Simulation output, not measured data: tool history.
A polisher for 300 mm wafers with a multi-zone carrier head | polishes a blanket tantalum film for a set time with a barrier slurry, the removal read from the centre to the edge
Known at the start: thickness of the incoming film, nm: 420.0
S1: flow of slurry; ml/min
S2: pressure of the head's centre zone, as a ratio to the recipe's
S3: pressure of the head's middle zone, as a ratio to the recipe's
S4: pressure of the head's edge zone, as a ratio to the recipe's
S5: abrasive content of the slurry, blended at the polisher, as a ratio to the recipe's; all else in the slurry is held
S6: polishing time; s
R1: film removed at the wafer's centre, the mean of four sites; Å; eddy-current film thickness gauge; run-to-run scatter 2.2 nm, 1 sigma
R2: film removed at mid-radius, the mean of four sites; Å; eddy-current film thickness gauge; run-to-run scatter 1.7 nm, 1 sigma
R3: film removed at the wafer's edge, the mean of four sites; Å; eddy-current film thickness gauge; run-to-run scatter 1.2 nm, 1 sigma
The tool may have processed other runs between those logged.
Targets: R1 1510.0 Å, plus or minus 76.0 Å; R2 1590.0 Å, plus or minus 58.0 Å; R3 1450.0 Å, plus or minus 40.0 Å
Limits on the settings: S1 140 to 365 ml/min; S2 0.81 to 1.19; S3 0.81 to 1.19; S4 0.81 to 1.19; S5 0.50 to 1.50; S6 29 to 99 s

run 1 hour=0.0 | S1=235 S2=1.00 S3=1.00 S4=1.00 S5=1.00 S6=64 | R1=1137.5 R2=1144.9 R3=1145.5
run 2 hour=7.2 | S1=245 S2=1.03 S3=1.05 S4=1.04 S5=1.15 S6=65 | R1=1243.0 R2=1303.1 R3=1229.7
run 3 hour=14.3 | S1=255 S2=1.05 S3=1.06 S4=1.07 S5=1.25 S6=66 | R1=1327.0 R2=1304.3 R3=1297.1
run 4 hour=16.7 | S1=260 S2=1.06 S3=1.10 S4=1.08 S5=1.35 S6=67 | R1=1376.8 R2=1431.1 R3=1362.1
run 5 hour=23.0 | S1=260 S2=1.06 S3=1.18 S4=1.08 S5=1.35 S6=67 | R1=1383.3 R2=1518.2 R3=1351.8
run 6 hour=29.7 | S1=260 S2=1.06 S3=1.18 S4=1.08 S5=1.35 S6=79 | R1=1634.5 R2=1789.3 R3=1602.8
run 7 hour=30.8 | S1=250 S2=1.05 S3=1.16 S4=1.06 S5=1.30 S6=79 | R1=1569.3 R2=1737.5 R3=1557.1
run 8 hour=32.8 | S1=240 S2=1.06 S3=1.14 S4=1.04 S5=1.25 S6=79 | R1=1587.7 R2=1701.3 R3=1551.1
run 9 hour=38.1 | S1=245 S2=1.06 S3=1.13 S4=1.03 S5=1.20 S6=79 | R1=1567.5 R2=1677.2 R3=1487.6
run 10 hour=40.4 | S1=240 S2=1.05 S3=1.12 S4=1.03 S5=1.20 S6=79 | R1=1545.5 R2=1651.7 R3=1509.3

Exactly one of the 4 candidate moves below puts every result within its allowed miss. Which one?
run A hour=42.7 | S1=205 S2=1.14 S3=1.16 S4=1.02 S5=1.30 S6=72 | R1=? R2=? R3=?
run B hour=42.7 | S1=225 S2=0.87 S3=1.07 S4=1.08 S5=1.25 S6=80 | R1=? R2=? R3=?
run C hour=42.7 | S1=260 S2=1.03 S3=1.11 S4=1.00 S5=0.95 S6=82 | R1=? R2=? R3=?
run D hour=42.7 | S1=235 S2=1.06 S3=1.17 S4=0.98 S5=1.15 S6=81 | R1=? R2=? R3=?

move=A R1=1538.2 R2=1554.0 R3=1396.5
move=B R1=1304.7 R2=1615.9 R3=1578.9
move=C R1=1488.5 R2=1600.2 R3=1474.6
move=D R1=1586.1 R2=1734.4 R3=1521.6
A: takes the biggest miss from the last run beyond its target
B: moves away from the targets compared with the last run
C: each result inside its tolerance
D: moves away from the targets compared with the last run
Move C is the one to make.

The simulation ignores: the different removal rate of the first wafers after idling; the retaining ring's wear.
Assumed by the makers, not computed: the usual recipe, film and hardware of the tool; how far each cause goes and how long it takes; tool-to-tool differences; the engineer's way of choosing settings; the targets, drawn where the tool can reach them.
